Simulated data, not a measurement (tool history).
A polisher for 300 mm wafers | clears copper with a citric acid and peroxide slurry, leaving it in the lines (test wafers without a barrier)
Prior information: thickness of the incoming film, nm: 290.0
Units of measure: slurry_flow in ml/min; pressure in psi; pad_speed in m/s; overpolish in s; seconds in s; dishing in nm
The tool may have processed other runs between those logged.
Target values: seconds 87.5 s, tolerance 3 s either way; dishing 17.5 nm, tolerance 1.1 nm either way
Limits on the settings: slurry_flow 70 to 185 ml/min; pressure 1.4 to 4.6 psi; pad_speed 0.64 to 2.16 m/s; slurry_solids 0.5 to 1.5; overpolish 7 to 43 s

{"run": 1, "hour": 0.0, "slurry_flow": 120, "pressure": 3, "pad_speed": 1.4, "slurry_solids": 1, "overpolish": 22, "seconds": 89.701, "dishing": 46.505}
{"run": 2, "hour": 8.9, "slurry_flow": 120, "pressure": 2.7, "pad_speed": 1.5, "slurry_solids": 1, "overpolish": 17, "seconds": 92.369, "dishing": 36.154}
{"run": 3, "hour": 10.2, "slurry_flow": 120, "pressure": 3, "pad_speed": 1.5, "slurry_solids": 1, "overpolish": 17, "seconds": 85.348, "dishing": 37.592}
{"run": 4, "hour": 17.7, "slurry_flow": 105, "pressure": 3.1, "pad_speed": 1.54, "slurry_solids": 0.85, "overpolish": 14, "seconds": 87.148, "dishing": 32.702}
{"run": 5, "hour": 25.9, "slurry_flow": 95, "pressure": 3, "pad_speed": 1.66, "slurry_solids": 0.75, "overpolish": 12, "seconds": 88.496, "dishing": 28.04}
{"run": 6, "hour": 30.3, "slurry_flow": 85, "pressure": 2.8, "pad_speed": 1.82, "slurry_solids": 0.65, "overpolish": 10, "seconds": 92.303, "dishing": 22.729}
{"run": 7, "hour": 36.4, "slurry_flow": 80, "pressure": 2.7, "pad_speed": 1.92, "slurry_solids": 0.6, "overpolish": 9, "seconds": 95.954, "dishing": 20.401}
{"run": 8, "hour": 40.3, "slurry_flow": 75, "pressure": 2.7, "pad_speed": 2, "slurry_solids": 0.55, "overpolish": 8, "seconds": 92.943, "dishing": 17.793}
{"run": 9, "hour": 46.8, "slurry_flow": 75, "pressure": 2.7, "pad_speed": 2.02, "slurry_solids": 0.55, "overpolish": 8, "seconds": 92.682, "dishing": 18.946}
{"run": 10, "hour": 51.9, "slurry_flow": 105, "pressure": 2.7, "pad_speed": 1.94, "slurry_solids": 0.8, "overpolish": 7, "seconds": 82.876, "dishing": 18.107}
{"run": 11, "hour": 55.0, "slurry_flow": 100, "pressure": 2.7, "pad_speed": 1.94, "slurry_solids": 0.8, "overpolish": 7, "seconds": 82.513, "dishing": 17.835}

Exercise: of the 5 proposed moves below, exactly one satisfies all targets within the stated allowed misses. Which move is it?
{"run": "A", "hour": 58.1, "slurry_flow": 105, "pressure": 2.7, "pad_speed": 1.94, "slurry_solids": 0.75, "overpolish": 8, "seconds": "?", "dishing": "?"}
{"run": "B", "hour": 58.1, "slurry_flow": 100, "pressure": 2.7, "pad_speed": 2.06, "slurry_solids": 0.9, "overpolish": 7, "seconds": "?", "dishing": "?"}
{"run": "C", "hour": 58.1, "slurry_flow": 70, "pressure": 2.5, "pad_speed": 2.1, "slurry_solids": 1.2, "overpolish": 7, "seconds": "?", "dishing": "?"}
{"run": "D", "hour": 58.1, "slurry_flow": 80, "pressure": 2.7, "pad_speed": 2.16, "slurry_solids": 0.95, "overpolish": 7, "seconds": "?", "dishing": "?"}
{"run": "E", "hour": 58.1, "slurry_flow": 95, "pressure": 2.8, "pad_speed": 2.16, "slurry_solids": 0.8, "overpolish": 7, "seconds": "?", "dishing": "?"}

move=A seconds=82.231 dishing=20.069
move=B seconds=76.741 dishing=18.92
move=C seconds=85.14 dishing=17.163
move=D seconds=77.899 dishing=18.661
move=E seconds=74.102 dishing=19.553
A: moves away from the targets compared with the last run
B: moves away from the targets compared with the last run
C: meets every target
D: moves away from the targets compared with the last run
E: moves away from the targets compared with the last run
Go with C: it meets all targets.

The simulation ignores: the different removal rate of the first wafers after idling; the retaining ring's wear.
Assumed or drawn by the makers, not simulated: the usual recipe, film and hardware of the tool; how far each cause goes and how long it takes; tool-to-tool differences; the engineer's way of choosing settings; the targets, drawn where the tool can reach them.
